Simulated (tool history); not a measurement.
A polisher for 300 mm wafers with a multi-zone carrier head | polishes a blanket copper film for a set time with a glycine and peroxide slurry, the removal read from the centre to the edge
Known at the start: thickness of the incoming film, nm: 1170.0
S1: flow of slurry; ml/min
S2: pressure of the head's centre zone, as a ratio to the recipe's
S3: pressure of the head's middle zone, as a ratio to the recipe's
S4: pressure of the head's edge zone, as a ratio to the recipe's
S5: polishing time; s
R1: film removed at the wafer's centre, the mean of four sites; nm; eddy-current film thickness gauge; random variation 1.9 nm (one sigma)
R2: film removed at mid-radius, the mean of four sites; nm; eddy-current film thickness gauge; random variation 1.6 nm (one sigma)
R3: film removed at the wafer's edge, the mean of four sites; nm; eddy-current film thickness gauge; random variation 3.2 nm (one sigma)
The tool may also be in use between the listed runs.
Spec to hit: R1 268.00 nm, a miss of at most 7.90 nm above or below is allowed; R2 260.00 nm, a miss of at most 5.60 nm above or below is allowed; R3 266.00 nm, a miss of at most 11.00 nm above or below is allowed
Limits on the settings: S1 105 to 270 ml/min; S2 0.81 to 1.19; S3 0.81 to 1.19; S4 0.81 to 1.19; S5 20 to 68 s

{"run": 1, "hour": 0.0, "S1": 175, "S2": 1.0, "S3": 1.0, "S4": 1.0, "S5": 44, "R1": 189.09, "R2": 187.95, "R3": 193.5}
{"run": 2, "hour": 6.7, "S1": 175, "S2": 1.0, "S3": 0.95, "S4": 1.0, "S5": 44, "R1": 190.31, "R2": 179.48, "R3": 189.48}
{"run": 3, "hour": 10.3, "S1": 185, "S2": 1.02, "S3": 0.98, "S4": 1.03, "S5": 45, "R1": 203.54, "R2": 192.76, "R3": 195.67}
{"run": 4, "hour": 15.5, "S1": 185, "S2": 1.02, "S3": 0.98, "S4": 1.03, "S5": 34, "R1": 153.23, "R2": 144.6, "R3": 149.77}
{"run": 5, "hour": 20.1, "S1": 185, "S2": 1.02, "S3": 0.98, "S4": 1.03, "S5": 44, "R1": 196.88, "R2": 187.78, "R3": 198.14}
{"run": 6, "hour": 21.1, "S1": 195, "S2": 1.04, "S3": 1.01, "S4": 1.05, "S5": 44, "R1": 200.69, "R2": 194.48, "R3": 195.29}
{"run": 7, "hour": 25.8, "S1": 190, "S2": 1.05, "S3": 1.01, "S4": 1.06, "S5": 46, "R1": 215.85, "R2": 201.53, "R3": 209.83}
{"run": 8, "hour": 32.2, "S1": 190, "S2": 1.06, "S3": 1.03, "S4": 1.08, "S5": 47, "R1": 219.04, "R2": 211.01, "R3": 209.93}
{"run": 9, "hour": 41.0, "S1": 195, "S2": 1.06, "S3": 1.03, "S4": 1.09, "S5": 48, "R1": 225.16, "R2": 213.24, "R3": 219.51}
{"run": 10, "hour": 49.0, "S1": 200, "S2": 1.06, "S3": 1.04, "S4": 1.1, "S5": 49, "R1": 232.0, "R2": 221.02, "R3": 227.91}
{"run": 11, "hour": 57.9, "S1": 205, "S2": 1.06, "S3": 1.05, "S4": 1.11, "S5": 50, "R1": 235.96, "R2": 229.21, "R3": 228.53}
{"run": 12, "hour": 65.5, "S1": 195, "S2": 1.07, "S3": 1.06, "S4": 1.12, "S5": 51, "R1": 240.52, "R2": 232.69, "R3": 234.19}

5 next moves are on the table. One of them brings every result within its allowed miss. Which?
{"run": "A", "hour": 73.1, "S1": 260, "S2": 1.1, "S3": 1.06, "S4": 1.06, "S5": 56, "R1": "?", "R2": "?", "R3": "?"}
{"run": "B", "hour": 73.1, "S1": 190, "S2": 0.96, "S3": 1.01, "S4": 1.19, "S5": 63, "R1": "?", "R2": "?", "R3": "?"}
{"run": "C", "hour": 73.1, "S1": 185, "S2": 1.05, "S3": 0.89, "S4": 1.19, "S5": 63, "R1": "?", "R2": "?", "R3": "?"}
{"run": "D", "hour": 73.1, "S1": 205, "S2": 1.0, "S3": 1.06, "S4": 1.04, "S5": 59, "R1": "?", "R2": "?", "R3": "?"}
{"run": "E", "hour": 73.1, "S1": 200, "S2": 1.05, "S3": 1.05, "S4": 1.15, "S5": 57, "R1": "?", "R2": "?", "R3": "?"}

move=A R1=283.49 R2=263.59 R3=254.85
move=B R1=270.41 R2=272.67 R3=291.75
move=C R1=290.19 R2=244.09 R3=291.26
move=D R1=265.79 R2=269.25 R3=260.22
move=E R1=266.58 R2=256.97 R3=261.50
A: gets the furthest-off result to its target, but another result is out of tolerance
B: carries the result that was furthest off beyond its target, to the other side
C: nearer than the last run, and not there yet
D: carries the result that was furthest off beyond its target, to the other side
E: in spec on every target
The move that meets every target is E.
